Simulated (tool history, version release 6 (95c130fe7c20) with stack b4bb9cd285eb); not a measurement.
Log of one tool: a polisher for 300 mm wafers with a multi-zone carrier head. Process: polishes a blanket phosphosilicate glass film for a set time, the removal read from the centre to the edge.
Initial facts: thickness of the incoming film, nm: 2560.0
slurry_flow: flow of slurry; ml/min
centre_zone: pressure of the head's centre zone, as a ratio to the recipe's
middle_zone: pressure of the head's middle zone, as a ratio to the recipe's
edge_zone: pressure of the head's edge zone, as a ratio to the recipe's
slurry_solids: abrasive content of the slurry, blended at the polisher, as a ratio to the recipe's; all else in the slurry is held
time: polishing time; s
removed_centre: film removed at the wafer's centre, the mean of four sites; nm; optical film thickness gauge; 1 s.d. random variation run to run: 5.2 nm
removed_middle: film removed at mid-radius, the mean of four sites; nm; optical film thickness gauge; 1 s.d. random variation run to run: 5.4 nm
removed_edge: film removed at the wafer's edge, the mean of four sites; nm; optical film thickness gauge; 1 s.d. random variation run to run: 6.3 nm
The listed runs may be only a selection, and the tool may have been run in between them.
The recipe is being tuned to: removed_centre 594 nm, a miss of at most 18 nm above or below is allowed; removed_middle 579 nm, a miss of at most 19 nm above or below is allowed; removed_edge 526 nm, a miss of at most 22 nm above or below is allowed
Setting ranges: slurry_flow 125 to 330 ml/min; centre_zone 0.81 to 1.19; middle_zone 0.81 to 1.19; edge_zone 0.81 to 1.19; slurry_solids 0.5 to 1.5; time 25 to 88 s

{"run": 1, "hour": 0.0, "slurry_flow": 210, "centre_zone": 1, "middle_zone": 1, "edge_zone": 1, "slurry_solids": 1, "time": 56, "removed_centre": 379.12, "removed_middle": 380.76, "removed_edge": 378.34}
{"run": 2, "hour": 4.7, "slurry_flow": 210, "centre_zone": 1, "middle_zone": 1, "edge_zone": 0.97, "slurry_solids": 1, "time": 56, "removed_centre": 380.15, "removed_middle": 378.8, "removed_edge": 360.76}
{"run": 3, "hour": 9.7, "slurry_flow": 210, "centre_zone": 1, "middle_zone": 1.06, "edge_zone": 0.97, "slurry_solids": 1, "time": 56, "removed_centre": 378.28, "removed_middle": 395.98, "removed_edge": 364.25}
{"run": 4, "hour": 18.3, "slurry_flow": 230, "centre_zone": 1.05, "middle_zone": 1.09, "edge_zone": 1, "slurry_solids": 1.15, "time": 56, "removed_centre": 430.57, "removed_middle": 447.21, "removed_edge": 403.9}
{"run": 5, "hour": 20.5, "slurry_flow": 230, "centre_zone": 1.05, "middle_zone": 1.09, "edge_zone": 0.94, "slurry_solids": 1.15, "time": 56, "removed_centre": 423.02, "removed_middle": 446.38, "removed_edge": 398.72}
{"run": 6, "hour": 23.5, "slurry_flow": 230, "centre_zone": 1.05, "middle_zone": 1.09, "edge_zone": 0.94, "slurry_solids": 1.15, "time": 43, "removed_centre": 331.22, "removed_middle": 343.94, "removed_edge": 302.79}
{"run": 7, "hour": 26.0, "slurry_flow": 245, "centre_zone": 1.09, "middle_zone": 1.1, "edge_zone": 0.98, "slurry_solids": 1.25, "time": 47, "removed_centre": 392.58, "removed_middle": 395.91, "removed_edge": 348.73}
{"run": 8, "hour": 29.9, "slurry_flow": 250, "centre_zone": 1.1, "middle_zone": 1.1, "edge_zone": 1.01, "slurry_solids": 1.3, "time": 51, "removed_centre": 440.42, "removed_middle": 440.11, "removed_edge": 391.92}

Which single option among these 5 for the next run brings every result within its allowed miss of target? Just one does.
{"run": "A", "hour": 33.8, "slurry_flow": 175, "centre_zone": 1.1, "middle_zone": 1.17, "edge_zone": 1.08, "slurry_solids": 1.5, "time": 64, "removed_centre": "?", "removed_middle": "?", "removed_edge": "?"}
{"run": "B", "hour": 33.8, "slurry_flow": 260, "centre_zone": 1.02, "middle_zone": 1.01, "edge_zone": 0.98, "slurry_solids": 1.2, "time": 71, "removed_centre": "?", "removed_middle": "?", "removed_edge": "?"}
{"run": "C", "hour": 33.8, "slurry_flow": 250, "centre_zone": 1.13, "middle_zone": 1.14, "edge_zone": 0.95, "slurry_solids": 1.35, "time": 60, "removed_centre": "?", "removed_middle": "?", "removed_edge": "?"}
{"run": "D", "hour": 33.8, "slurry_flow": 165, "centre_zone": 1.17, "middle_zone": 1.16, "edge_zone": 1.06, "slurry_solids": 1.3, "time": 69, "removed_centre": "?", "removed_middle": "?", "removed_edge": "?"}
{"run": "E", "hour": 33.8, "slurry_flow": 250, "centre_zone": 1.04, "middle_zone": 1.02, "edge_zone": 1.07, "slurry_solids": 1.35, "time": 65, "removed_centre": "?", "removed_middle": "?", "removed_edge": "?"}

move=A removed_centre=545.03 removed_middle=574.13 removed_edge=510.55
move=B removed_centre=545.42 removed_middle=543.79 removed_edge=515.8
move=C removed_centre=535.25 removed_middle=533.25 removed_edge=449.45
move=D removed_centre=582.84 removed_middle=573.41 removed_edge=510.76
move=E removed_centre=532.91 removed_middle=525.5 removed_edge=516.65
A: closer than the last run, but not yet in spec
B: closer than the last run, but not yet in spec
C: closer than the last run, but not yet in spec
D: all results in spec
E: closer than the last run, but not yet in spec
The move that meets every target is D.
